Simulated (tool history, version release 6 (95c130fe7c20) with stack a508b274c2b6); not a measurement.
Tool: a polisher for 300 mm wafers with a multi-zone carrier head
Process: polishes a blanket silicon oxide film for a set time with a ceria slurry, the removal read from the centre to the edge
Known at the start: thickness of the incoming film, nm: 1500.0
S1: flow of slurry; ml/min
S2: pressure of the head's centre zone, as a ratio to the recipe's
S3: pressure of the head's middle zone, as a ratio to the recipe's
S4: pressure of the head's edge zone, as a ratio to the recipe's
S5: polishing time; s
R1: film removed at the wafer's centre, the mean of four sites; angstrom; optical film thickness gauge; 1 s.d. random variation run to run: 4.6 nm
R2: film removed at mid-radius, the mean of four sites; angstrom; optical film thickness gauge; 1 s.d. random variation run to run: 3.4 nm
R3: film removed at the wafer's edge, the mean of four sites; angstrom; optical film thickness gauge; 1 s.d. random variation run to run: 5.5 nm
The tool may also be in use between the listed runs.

{"run": 1, "day": 0.0, "S1": 320, "S2": 1, "S3": 1, "S4": 1, "S5": 88, "R1": 2841.7, "R2": 2845.4, "R3": 2874.5}
{"run": 2, "day": 0.029, "S1": 315, "S2": 0.97, "S3": 0.98, "S4": 1.05, "S5": 94, "R1": 2999.4, "R2": 3054.1, "R3": 3113.8}
{"run": 3, "day": 0.258, "S1": 315, "S2": 0.91, "S3": 0.98, "S4": 1.05, "S5": 94, "R1": 2733.8, "R2": 3002.6, "R3": 3103.3}
{"run": 4, "day": 0.354, "S1": 315, "S2": 0.9, "S3": 0.95, "S4": 1.09, "S5": 99, "R1": 2873.6, "R2": 3054.8, "R3": 3486.5}
{"run": 5, "day": 0.729, "S1": 315, "S2": 0.98, "S3": 0.95, "S4": 1.09, "S5": 99, "R1": 3139.5, "R2": 3116.1, "R3": 3400.5}
{"run": 6, "day": 0.75, "S1": 315, "S2": 1.02, "S3": 0.95, "S4": 1.09, "S5": 99, "R1": 3262.8, "R2": 3073.9, "R3": 3324}
{"run": 7, "day": 0.775, "S1": 320, "S2": 0.99, "S3": 0.95, "S4": 1.11, "S5": 101, "R1": 3342, "R2": 3118.3, "R3": 3438.1}
{"run": 8, "day": 1.075, "S1": 315, "S2": 0.96, "S3": 0.94, "S4": 1.11, "S5": 103, "R1": 3169.1, "R2": 3179.2, "R3": 3589.3}

Expected results for the next run?
{"run": 9, "day": 1.442, "S1": 315, "S2": 0.95, "S3": 0.94, "S4": 1.12, "S5": 104, "R1": "?", "R2": "?", "R3": "?"}

{"run 9": {"R1": 3200.3, "R2": 3215, "R3": 3627.7}}
